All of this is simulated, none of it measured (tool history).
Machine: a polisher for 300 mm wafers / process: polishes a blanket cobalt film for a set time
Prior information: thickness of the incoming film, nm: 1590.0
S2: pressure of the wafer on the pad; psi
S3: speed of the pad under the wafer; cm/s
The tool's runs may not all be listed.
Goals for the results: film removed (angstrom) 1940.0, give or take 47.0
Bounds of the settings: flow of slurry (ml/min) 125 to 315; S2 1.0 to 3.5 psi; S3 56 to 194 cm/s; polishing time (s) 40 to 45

run 1 hour=0.0 | flow_of_slurry_(ml/min)=205 S2=2.2 S3=124 polishing_time_(s)=45 | film_removed_(angstrom)=3409.2
run 2 hour=4.8 | flow_of_slurry_(ml/min)=205 S2=2.6 S3=124 polishing_time_(s)=45 | film_removed_(angstrom)=3838.5
run 3 hour=6.0 | flow_of_slurry_(ml/min)=160 S2=2.6 S3=124 polishing_time_(s)=45 | film_removed_(angstrom)=3625.8
run 4 hour=10.3 | flow_of_slurry_(ml/min)=160 S2=2.6 S3=100 polishing_time_(s)=45 | film_removed_(angstrom)=3017.3
run 5 hour=18.5 | flow_of_slurry_(ml/min)=130 S2=2.6 S3=100 polishing_time_(s)=45 | film_removed_(angstrom)=2878.0
run 6 hour=23.8 | flow_of_slurry_(ml/min)=130 S2=2.3 S3=100 polishing_time_(s)=45 | film_removed_(angstrom)=2645.1
run 7 hour=29.2 | flow_of_slurry_(ml/min)=130 S2=2.1 S3=100 polishing_time_(s)=45 | film_removed_(angstrom)=2494.3
run 8 hour=32.6 | flow_of_slurry_(ml/min)=130 S2=1.9 S3=100 polishing_time_(s)=45 | film_removed_(angstrom)=2363.7
run 9 hour=36.0 | flow_of_slurry_(ml/min)=130 S2=1.7 S3=100 polishing_time_(s)=45 | film_removed_(angstrom)=2212.5

Consider the 4 candidate settings below. Which is the only one whose results all fall within their allowed miss of target?
run A hour=39.4 | flow_of_slurry_(ml/min)=125 S2=1.4 S3=124 polishing_time_(s)=45 | film_removed_(angstrom)=?
run B hour=39.4 | flow_of_slurry_(ml/min)=125 S2=1.5 S3=104 polishing_time_(s)=41 | film_removed_(angstrom)=?
run C hour=39.4 | flow_of_slurry_(ml/min)=130 S2=2.5 S3=96 polishing_time_(s)=44 | film_removed_(angstrom)=?
run D hour=39.4 | flow_of_slurry_(ml/min)=125 S2=1.8 S3=114 polishing_time_(s)=45 | film_removed_(angstrom)=?

move=A film_removed_(angstrom)=2421.3
move=B film_removed_(angstrom)=1942.0
move=C film_removed_(angstrom)=2614.3
move=D film_removed_(angstrom)=2553.1
A: further off than the last run
B: hits every target within its allowed miss
C: further off than the last run
D: further off than the last run
So the answer is move B, the one that meets all the targets.
